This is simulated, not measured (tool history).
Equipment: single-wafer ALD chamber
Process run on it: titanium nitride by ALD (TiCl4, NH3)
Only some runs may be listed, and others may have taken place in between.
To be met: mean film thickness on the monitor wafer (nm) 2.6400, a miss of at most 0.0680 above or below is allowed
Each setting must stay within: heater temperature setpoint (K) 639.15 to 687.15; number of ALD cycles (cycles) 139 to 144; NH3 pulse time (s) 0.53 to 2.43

run	day	heater temperature setpoint (K)	number of ALD cycles (cycles)	NH3 pulse time (s)	mean film thickness on the monitor wafer (nm)
1	0.000	663.15	139	1.48	3.0387
2	0.371	663.15	139	1.25	3.0007
3	0.658	669.15	139	1.25	3.0383
4	0.683	669.15	139	1.11	2.9960
5	1.004	659.15	139	1.11	2.9361
6	1.258	654.15	139	0.96	2.8524
7	1.383	654.15	139	0.96	2.8335
8	1.417	651.15	139	0.85	2.7735
# day 1.621: thermocouple changed; heater temperature recalibrated
9	1.621	649.15	139	0.78	2.7684

Below are 4 possible settings for the next run. Only one of them brings all results inside the allowed miss of their targets. Which is it?
A	1.825	655.15	144	0.80	?
B	1.825	646.15	144	0.62	?
C	1.825	649.15	144	0.79	?
D	1.825	650.15	142	0.88	?

move	mean film thickness on the monitor wafer (nm)
A	2.9021
B	2.6483
C	2.8418
D	2.8653
A: its largest miss is bigger than the last run's
B: all results in spec
C: its largest miss is bigger than the last run's
D: its largest miss is bigger than the last run's
B meets every target.
